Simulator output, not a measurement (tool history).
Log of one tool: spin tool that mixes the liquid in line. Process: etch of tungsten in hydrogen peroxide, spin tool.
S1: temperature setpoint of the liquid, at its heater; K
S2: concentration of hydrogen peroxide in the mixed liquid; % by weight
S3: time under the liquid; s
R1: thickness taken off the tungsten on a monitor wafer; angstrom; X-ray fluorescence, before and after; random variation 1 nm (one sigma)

| run | day | S1 | S2 | S3 | R1 |
|---|---|---|---|---|---|
| 1 | 0.000 | 328.15 | 19.5 | 55 | 1279.8 |
| 2 | 0.129 | 329.65 | 19.5 | 55 | 1382.1 |
| 3 | 0.454 | 329.65 | 15.5 | 55 | 1239.3 |
| 4 | 0.517 | 329.65 | 12.5 | 55 | 1121.4 |
| 5 | 0.871 | 331.65 | 13.0 | 55 | 1281.0 |
| 6 | 1.100 | 333.15 | 13.5 | 55 | 1424.6 |
| 7 | 1.217 | 334.65 | 13.5 | 55 | 1546.9 |
| 8 | 1.333 | 335.65 | 14.0 | 55 | 1661.4 |
| 9 | 1.629 | 336.15 | 14.0 | 55 | 1733.8 |

Run 10 comes next. What will it give?
| 10 | 1.700 | 336.15 | 14.0 | 55 | ? |

R1: 1706.2 angstrom
